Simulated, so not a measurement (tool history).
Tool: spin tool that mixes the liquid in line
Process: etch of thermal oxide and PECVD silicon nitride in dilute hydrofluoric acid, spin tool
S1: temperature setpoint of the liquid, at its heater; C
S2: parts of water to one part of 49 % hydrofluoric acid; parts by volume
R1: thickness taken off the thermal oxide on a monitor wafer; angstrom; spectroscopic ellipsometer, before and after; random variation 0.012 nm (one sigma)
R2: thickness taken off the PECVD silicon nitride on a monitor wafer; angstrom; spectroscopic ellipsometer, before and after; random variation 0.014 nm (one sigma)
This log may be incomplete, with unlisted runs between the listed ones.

Run 1, hour 0.0: S1 20.0 C, S2 245 parts by volume, time under the liquid (s) 180. Result: R1 23.914 angstrom, R2 22.228 angstrom.
Run 2, hour 5.2: S1 20.0 C, S2 245 parts by volume, time under the liquid (s) 155. Result: R1 20.732 angstrom, R2 19.493 angstrom.
Run 3, hour 11.4: S1 20.5 C, S2 300 parts by volume, time under the liquid (s) 160. Result: R1 17.044 angstrom, R2 17.022 angstrom.
Run 4, hour 15.8: S1 21.0 C, S2 345 parts by volume, time under the liquid (s) 165. Result: R1 15.050 angstrom, R2 15.830 angstrom.
Run 5, hour 23.7: S1 21.0 C, S2 375 parts by volume, time under the liquid (s) 165. Result: R1 13.456 angstrom, R2 14.398 angstrom.
Run 6, hour 29.1: S1 21.5 C, S2 395 parts by volume, time under the liquid (s) 165. Result: R1 12.671 angstrom, R2 14.453 angstrom.

What will run 7 give?
Run 7, hour 30.5: S1 20.5 C, S2 435 parts by volume, time under the liquid (s) 175. Result: R1 ?, R2 ?.

{"run 7": {"R1": 11.751, "R2": 13.035}}
